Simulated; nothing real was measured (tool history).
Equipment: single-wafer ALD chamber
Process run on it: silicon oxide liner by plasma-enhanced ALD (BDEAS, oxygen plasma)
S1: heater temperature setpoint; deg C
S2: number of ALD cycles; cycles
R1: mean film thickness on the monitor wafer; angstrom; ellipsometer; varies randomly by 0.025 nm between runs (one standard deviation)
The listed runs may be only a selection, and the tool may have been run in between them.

Run 1, day 0: S1 315 deg C, S2 69 cycles. Result: R1 59.414 angstrom.
Run 2, day 0.133: S1 314 deg C, S2 73 cycles. Result: R1 62.912 angstrom.
Run 3, day 0.508: S1 314 deg C, S2 76 cycles. Result: R1 66.094 angstrom.
Run 4, day 0.867: S1 314 deg C, S2 78 cycles. Result: R1 67.442 angstrom.
Run 5, day 1.096: S1 314 deg C, S2 80 cycles. Result: R1 69.265 angstrom.
Run 6, day 1.312: S1 308 deg C, S2 80 cycles. Result: R1 70.165 angstrom.

Predict the results of run 7:
Run 7, day 1.558: S1 308 deg C, S2 81 cycles. Result: R1 ?.

{"run 7": {"R1": 70.826}}

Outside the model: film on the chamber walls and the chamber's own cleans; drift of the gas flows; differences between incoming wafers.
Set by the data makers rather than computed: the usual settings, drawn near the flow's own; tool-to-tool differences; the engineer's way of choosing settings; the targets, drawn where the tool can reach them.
